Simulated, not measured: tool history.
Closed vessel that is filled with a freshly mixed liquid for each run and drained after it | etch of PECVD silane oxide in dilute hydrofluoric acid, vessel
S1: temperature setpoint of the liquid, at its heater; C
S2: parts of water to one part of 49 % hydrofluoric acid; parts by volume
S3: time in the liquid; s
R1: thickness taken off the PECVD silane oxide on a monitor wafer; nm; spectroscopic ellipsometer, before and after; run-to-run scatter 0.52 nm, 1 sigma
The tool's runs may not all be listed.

run  hour    S1   S2   S3      R1
  1     0    24  190  195  50.191
  2     1    25  190  195  52.528
  3   1.9  23.5  190  195  50.406
  4   4.3  24.5  190  195  52.123
  5  13.5  24.5  190  205  54.999
  6    19  22.5  190  205  49.984
  7  25.6  23.5  190  205  51.638

Predict the results of run 8:
  8  27.1  27.5  185  205   ?

Run 8 came out at R1 62.917 nm.
